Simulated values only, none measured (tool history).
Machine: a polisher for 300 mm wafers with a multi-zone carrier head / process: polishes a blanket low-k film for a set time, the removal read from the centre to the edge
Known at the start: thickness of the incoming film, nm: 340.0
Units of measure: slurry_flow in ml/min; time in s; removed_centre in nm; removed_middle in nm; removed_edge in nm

run	hour	slurry_flow	centre_zone	middle_zone	edge_zone	slurry_solids	time	removed_centre	removed_middle	removed_edge
1	0	165	1	1	1	1	66	12.848	12.682	13.088
2	2.7	155	0.97	0.97	0.97	0.9	66	11.235	11.456	12.03
3	9.2	150	0.96	0.94	0.94	0.85	66	10.9	10.898	11.498
4	14.6	150	0.96	0.94	1.01	0.85	66	10.874	10.991	11.862
5	18.1	185	0.96	0.94	1.01	0.85	66	11.623	11.811	12.305
6	20.2	170	0.95	0.92	0.98	0.8	66	10.996	10.757	11.571
7	21.4	160	0.93	0.91	0.95	0.75	66	10.175	10.138	10.967
8	25.5	155	0.92	0.9	0.93	0.7	66	9.7062	9.7267	10.356
9	30.4	145	0.91	0.88	0.91	0.7	66	9.3918	9.4244	10.171
10	32.4	145	0.91	0.88	0.91	0.7	66	9.2592	9.2432	10.241
11	38.9	140	0.91	0.88	0.89	0.7	66	9.0767	9.1898	9.8628
12	42.5	135	0.91	0.87	0.88	0.7	66	9.0058	8.9974	9.835
13	49.5	135	0.91	0.87	0.88	0.7	66	9.0295	8.874	9.7763

What does the tool deliver on the next run?
14	58.2	135	0.91	0.87	0.88	0.7	66	?	?	?

{"run 14": {"removed_centre": 9.2525, "removed_middle": 8.9521, "removed_edge": 9.7783}}

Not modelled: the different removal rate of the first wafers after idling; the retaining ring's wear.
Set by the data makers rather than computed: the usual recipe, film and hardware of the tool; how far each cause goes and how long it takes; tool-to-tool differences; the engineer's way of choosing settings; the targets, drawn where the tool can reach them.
